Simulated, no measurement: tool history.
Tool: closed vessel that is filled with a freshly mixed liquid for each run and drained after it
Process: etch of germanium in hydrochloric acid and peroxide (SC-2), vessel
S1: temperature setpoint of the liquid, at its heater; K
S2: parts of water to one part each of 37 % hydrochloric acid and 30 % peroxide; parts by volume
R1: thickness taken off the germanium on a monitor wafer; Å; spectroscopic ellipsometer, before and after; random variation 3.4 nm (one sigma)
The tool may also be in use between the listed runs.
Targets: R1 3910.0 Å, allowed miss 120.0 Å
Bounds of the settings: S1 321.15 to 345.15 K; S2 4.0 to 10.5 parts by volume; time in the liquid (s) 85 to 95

{"run": 1, "hour": 0.0, "S1": 337.15, "S2": 5.5, "time in the liquid (s)": 85, "R1": 3386.0}
{"run": 2, "hour": 8.8, "S1": 338.65, "S2": 5.5, "time in the liquid (s)": 85, "R1": 3504.6}
{"run": 3, "hour": 15.5, "S1": 345.15, "S2": 5.5, "time in the liquid (s)": 85, "R1": 4223.0}
{"run": 4, "hour": 23.4, "S1": 344.15, "S2": 5.5, "time in the liquid (s)": 85, "R1": 4054.6}
{"run": 5, "hour": 25.7, "S1": 344.15, "S2": 5.5, "time in the liquid (s)": 95, "R1": 4614.4}
{"run": 6, "hour": 34.6, "S1": 344.15, "S2": 7.5, "time in the liquid (s)": 95, "R1": 4403.8}
{"run": 7, "hour": 37.8, "S1": 343.15, "S2": 7.5, "time in the liquid (s)": 95, "R1": 4361.8}
{"run": 8, "hour": 41.2, "S1": 342.15, "S2": 7.5, "time in the liquid (s)": 95, "R1": 4230.4}
{"run": 9, "hour": 45.0, "S1": 341.15, "S2": 7.5, "time in the liquid (s)": 95, "R1": 4057.2}

Which of these 4 next moves meets every target?
{"run": "A", "hour": 48.8, "S1": 336.65, "S2": 7.5, "time in the liquid (s)": 95, "R1": "?"}
{"run": "B", "hour": 48.8, "S1": 339.15, "S2": 10.5, "time in the liquid (s)": 90, "R1": "?"}
{"run": "C", "hour": 48.8, "S1": 345.15, "S2": 5.5, "time in the liquid (s)": 85, "R1": "?"}
{"run": "D", "hour": 48.8, "S1": 343.65, "S2": 7.0, "time in the liquid (s)": 85, "R1": "?"}

move=A R1=3606.7
move=B R1=3537.9
move=C R1=4198.8
move=D R1=3959.1
A: takes the result that was furthest off past its target
B: takes the result that was furthest off past its target
C: further off than the last run
D: meets every target
Answer: D

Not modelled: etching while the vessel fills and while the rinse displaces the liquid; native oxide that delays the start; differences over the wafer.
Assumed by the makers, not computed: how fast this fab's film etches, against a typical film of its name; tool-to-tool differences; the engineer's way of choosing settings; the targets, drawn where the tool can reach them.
